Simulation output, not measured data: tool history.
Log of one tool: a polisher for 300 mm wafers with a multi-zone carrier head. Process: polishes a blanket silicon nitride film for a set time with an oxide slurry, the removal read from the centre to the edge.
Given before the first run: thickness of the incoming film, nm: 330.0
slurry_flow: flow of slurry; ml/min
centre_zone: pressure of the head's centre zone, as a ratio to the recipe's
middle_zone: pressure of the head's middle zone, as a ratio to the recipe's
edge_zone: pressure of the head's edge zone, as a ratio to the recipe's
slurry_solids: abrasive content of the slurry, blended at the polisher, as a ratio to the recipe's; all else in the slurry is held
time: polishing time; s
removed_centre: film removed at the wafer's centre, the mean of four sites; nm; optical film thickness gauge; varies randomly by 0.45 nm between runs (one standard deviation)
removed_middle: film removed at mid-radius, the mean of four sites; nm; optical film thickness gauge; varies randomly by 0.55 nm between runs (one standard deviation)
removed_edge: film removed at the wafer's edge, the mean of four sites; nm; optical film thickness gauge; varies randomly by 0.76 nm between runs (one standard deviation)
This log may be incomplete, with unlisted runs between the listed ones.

run    day  slurry_flow  centre_zone  middle_zone  edge_zone  slurry_solids  time  removed_centre  removed_middle  removed_edge
  1  0.000          135         1.00         1.00       1.00           1.00    48          30.082          30.533        30.020
  2  0.279          145         1.03         1.02       1.03           1.10    50          34.150          33.830        33.591
  3  0.321          145         1.03         1.02       1.09           1.10    50          34.164          34.368        34.573
  4  0.433          145         1.03         1.02       1.09           1.10    44          29.794          30.434        29.544
  5  0.725          145         0.99         1.02       1.09           1.10    44          28.635          29.861        30.503
  6  0.846          155         1.02         1.03       1.10           1.20    47          33.602          34.655        33.255

What does the tool deliver on the next run?
  7  1.192          150         1.04         1.02       1.11           1.25    50               ?               ?             ?

{"run 7": {"removed_centre": 36.128, "removed_middle": 36.039, "removed_edge": 36.048}}

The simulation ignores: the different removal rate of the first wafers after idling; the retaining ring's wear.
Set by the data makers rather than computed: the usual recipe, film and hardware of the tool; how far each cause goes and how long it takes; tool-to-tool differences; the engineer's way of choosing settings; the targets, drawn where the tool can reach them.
